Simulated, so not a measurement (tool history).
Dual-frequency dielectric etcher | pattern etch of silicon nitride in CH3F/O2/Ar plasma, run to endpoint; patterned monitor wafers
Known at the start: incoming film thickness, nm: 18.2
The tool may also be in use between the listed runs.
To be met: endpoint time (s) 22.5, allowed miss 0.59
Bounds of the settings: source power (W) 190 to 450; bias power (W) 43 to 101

run	hour	source power (W)	bias power (W)	endpoint time (s)
1	0	320	72	26.224
2	2.3	320	84	24.738
3	9.2	340	86	24.052
4	17.7	350	87	23.614
5	20.7	360	88	23.207
6	26	310	88	24.321
7	34.3	330	90	23.611
8	41.4	330	90	23.691
9	48.2	340	91	23.342

Which of these 5 next moves meets every target?
A	55	370	96	?
B	55	320	90	?
C	55	310	93	?
D	55	350	80	?
E	55	290	85	?

move	endpoint time (s)
A	22.352
B	23.957
C	23.838
D	24.536
E	25.237
A: meets every target
B: further off than the last run
C: further off than the last run
D: further off than the last run
E: further off than the last run
The right move is A.
